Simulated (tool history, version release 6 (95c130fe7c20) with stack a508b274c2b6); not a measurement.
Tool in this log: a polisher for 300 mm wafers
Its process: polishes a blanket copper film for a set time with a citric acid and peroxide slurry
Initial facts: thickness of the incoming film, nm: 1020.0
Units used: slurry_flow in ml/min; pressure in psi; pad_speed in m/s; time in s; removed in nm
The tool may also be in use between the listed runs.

run 1 hour=0 | slurry_flow=120 pressure=2.2 pad_speed=0.86 slurry_solids=1 time=109 | removed=119.41
run 2 hour=4.4 | slurry_flow=120 pressure=2.2 pad_speed=0.86 slurry_solids=0.9 time=109 | removed=119.67
run 3 hour=11.8 | slurry_flow=135 pressure=2.2 pad_speed=0.86 slurry_solids=0.9 time=109 | removed=122.63
run 4 hour=19.7 | slurry_flow=155 pressure=2.2 pad_speed=0.86 slurry_solids=0.9 time=109 | removed=126.36
run 5 hour=27.8 | slurry_flow=155 pressure=2.2 pad_speed=0.86 slurry_solids=1 time=109 | removed=126.86
run 6 hour=29.1 | slurry_flow=145 pressure=2.2 pad_speed=0.86 slurry_solids=1 time=109 | removed=127.16
run 7 hour=31.4 | slurry_flow=135 pressure=2.2 pad_speed=0.86 slurry_solids=1 time=109 | removed=123.94

For run 8, what comes out?
run 8 hour=32.3 | slurry_flow=105 pressure=2.1 pad_speed=0.86 slurry_solids=1 time=109 | removed=?

Run 8 yielded removed 113.97 nm.
